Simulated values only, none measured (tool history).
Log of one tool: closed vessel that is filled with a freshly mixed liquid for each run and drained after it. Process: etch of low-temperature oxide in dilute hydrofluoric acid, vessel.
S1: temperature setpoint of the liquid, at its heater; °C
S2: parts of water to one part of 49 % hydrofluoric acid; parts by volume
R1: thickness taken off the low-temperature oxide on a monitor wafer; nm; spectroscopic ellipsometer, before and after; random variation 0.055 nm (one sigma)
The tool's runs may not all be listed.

Run 1, day 0: S1 24 °C, S2 220 parts by volume, time in the liquid (s) 30. Result: R1 2.6318 nm.
Run 2, day 0.075: S1 22 °C, S2 220 parts by volume, time in the liquid (s) 30. Result: R1 2.4315 nm.
Run 3, day 0.446: S1 22 °C, S2 295 parts by volume, time in the liquid (s) 30. Result: R1 1.6907 nm.
Run 4, day 0.517: S1 22 °C, S2 220 parts by volume, time in the liquid (s) 30. Result: R1 2.4251 nm.
Run 5, day 0.775: S1 23.5 °C, S2 220 parts by volume, time in the liquid (s) 30. Result: R1 2.5853 nm.
Run 6, day 0.983: S1 20 °C, S2 220 parts by volume, time in the liquid (s) 30. Result: R1 2.2564 nm.
Run 7, day 1.325: S1 22 °C, S2 190 parts by volume, time in the liquid (s) 30. Result: R1 2.9205 nm.
Run 8, day 1.362: S1 23.5 °C, S2 165 parts by volume, time in the liquid (s) 30. Result: R1 3.6698 nm.
Run 9, day 1.475: S1 25 °C, S2 145 parts by volume, time in the liquid (s) 30. Result: R1 4.5223 nm.
Run 10, day 1.688: S1 26 °C, S2 130 parts by volume, time in the liquid (s) 30. Result: R1 5.3015 nm.
Run 11, day 1.733: S1 27 °C, S2 115 parts by volume, time in the liquid (s) 30. Result: R1 6.3118 nm.
Run 12, day 1.992: S1 31 °C, S2 45 parts by volume, time in the liquid (s) 30. Result: R1 20.767 nm.
Run 13, day 2.129: S1 30.5 °C, S2 45 parts by volume, time in the liquid (s) 30. Result: R1 20.576 nm.
Run 14, day 2.292: S1 30 °C, S2 45 parts by volume, time in the liquid (s) 30. Result: R1 19.998 nm.
Run 15, day 2.504: S1 29 °C, S2 45 parts by volume, time in the liquid (s) 30. Result: R1 19.177 nm.

The next listed run, before its measurement:
Run 16, day 2.833: S1 25 °C, S2 50 parts by volume, time in the liquid (s) 30. Result: R1 ?.

Run 16 gave R1 14.72 nm.
